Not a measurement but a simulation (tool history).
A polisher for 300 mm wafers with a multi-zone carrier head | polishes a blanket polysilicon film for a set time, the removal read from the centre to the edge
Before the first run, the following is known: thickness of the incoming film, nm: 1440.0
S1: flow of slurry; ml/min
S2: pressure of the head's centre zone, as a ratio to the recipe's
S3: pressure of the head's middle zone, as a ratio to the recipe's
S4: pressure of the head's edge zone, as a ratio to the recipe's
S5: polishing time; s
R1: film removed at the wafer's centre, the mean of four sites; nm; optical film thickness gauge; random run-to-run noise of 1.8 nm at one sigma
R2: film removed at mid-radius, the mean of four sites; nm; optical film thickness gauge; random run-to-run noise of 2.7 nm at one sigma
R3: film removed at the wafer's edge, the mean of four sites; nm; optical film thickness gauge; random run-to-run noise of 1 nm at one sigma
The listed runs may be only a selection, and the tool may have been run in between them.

{"run": 1, "day": 0.0, "S1": 275, "S2": 1, "S3": 1, "S4": 1, "S5": 58, "R1": 273.7, "R2": 280.09, "R3": 280.93}
{"run": 2, "day": 0.079, "S1": 270, "S2": 0.98, "S3": 1, "S4": 0.98, "S5": 55, "R1": 260.26, "R2": 267.45, "R3": 259.96}
{"run": 3, "day": 0.425, "S1": 265, "S2": 0.96, "S3": 1, "S4": 0.98, "S5": 52, "R1": 234.39, "R2": 258.17, "R3": 246.74}
{"run": 4, "day": 0.788, "S1": 260, "S2": 0.95, "S3": 0.98, "S4": 0.97, "S5": 50, "R1": 222.76, "R2": 230.68, "R3": 238.38}
{"run": 5, "day": 0.829, "S1": 260, "S2": 0.95, "S3": 1.02, "S4": 0.97, "S5": 50, "R1": 225.51, "R2": 242.9, "R3": 233.76}
{"run": 6, "day": 0.975, "S1": 260, "S2": 0.95, "S3": 1.02, "S4": 0.97, "S5": 64, "R1": 287.65, "R2": 320.33, "R3": 301.03}
{"run": 7, "day": 1.304, "S1": 255, "S2": 0.94, "S3": 1.02, "S4": 0.95, "S5": 61, "R1": 268.81, "R2": 303.33, "R3": 284.29}
{"run": 8, "day": 1.496, "S1": 255, "S2": 0.94, "S3": 1.02, "S4": 0.95, "S5": 61, "R1": 270.17, "R2": 295.81, "R3": 284.8}
{"run": 9, "day": 1.612, "S1": 250, "S2": 0.93, "S3": 1.02, "S4": 0.94, "S5": 58, "R1": 258.45, "R2": 283.38, "R3": 269.13}
{"run": 10, "day": 1.692, "S1": 220, "S2": 0.83, "S3": 0.97, "S4": 0.91, "S5": 42, "R1": 162.36, "R2": 197.16, "R3": 189.44}
{"run": 11, "day": 1.812, "S1": 220, "S2": 0.83, "S3": 0.97, "S4": 0.9, "S5": 42, "R1": 162.34, "R2": 194.41, "R3": 187.55}

Predict the results of run 12:
{"run": 12, "day": 2.138, "S1": 220, "S2": 0.83, "S3": 0.97, "S4": 0.89, "S5": 42, "R1": "?", "R2": "?", "R3": "?"}

{"run 12": {"R1": 156.99, "R2": 198.33, "R3": 189.01}}
